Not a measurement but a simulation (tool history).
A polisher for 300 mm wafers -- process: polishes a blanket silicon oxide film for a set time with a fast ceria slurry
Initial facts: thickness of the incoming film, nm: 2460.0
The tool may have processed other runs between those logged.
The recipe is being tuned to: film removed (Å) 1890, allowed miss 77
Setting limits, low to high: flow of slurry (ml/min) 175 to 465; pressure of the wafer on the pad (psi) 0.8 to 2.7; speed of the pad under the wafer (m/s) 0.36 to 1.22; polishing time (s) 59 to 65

run  hour  flow of slurry (ml/min)  pressure of the wafer on the pad (psi)  speed of the pad under the wafer (m/s)  polishing time (s)  film removed (Å)
  1     0                      295                                     1.7                                    0.78                  65            4569.3
  2   4.6                      295                                     1.7                                    0.78                  59            4146.3
  3   8.4                      295                                     1.7                                    0.78                  59            4167.4
  4  15.7                      295                                     1.6                                    0.76                  59            3832.7
  5  20.7                      295                                     1.5                                    0.74                  59            3565.5
  6  25.7                      295                                     1.4                                    0.72                  59            3186.1
  7  29.1                      295                                     1.3                                     0.7                  59            3009.8
  8  29.8                      295                                     1.2                                    0.68                  59            2816.7
  9  32.6                      295                                     1.2                                    0.66                  59            2661.8
 10  38.7                      295                                       1                                     0.6                  59            2098.3

Next run, 5 choices. One meets every target within its allowed miss, the rest don't. Which?
  A  44.8                      290                                       1                                    0.64                  62                 ?
  B  44.8                      250                                     1.3                                    0.46                  59                 ?
  C  44.8                      265                                       1                                     0.7                  61                 ?
  D  44.8                      250                                       1                                    0.56                  60                 ?
  E  44.8                      310                                     0.9                                    0.58                  59                 ?

move  film removed (Å)
   A            2357.9
   B            2396.5
   C            2416.6
   D            2090.1
   E            1938.1
A: further off than the last run
B: further off than the last run
C: further off than the last run
D: no better and no worse than the last run
E: every result within its allowed miss
Answer: E

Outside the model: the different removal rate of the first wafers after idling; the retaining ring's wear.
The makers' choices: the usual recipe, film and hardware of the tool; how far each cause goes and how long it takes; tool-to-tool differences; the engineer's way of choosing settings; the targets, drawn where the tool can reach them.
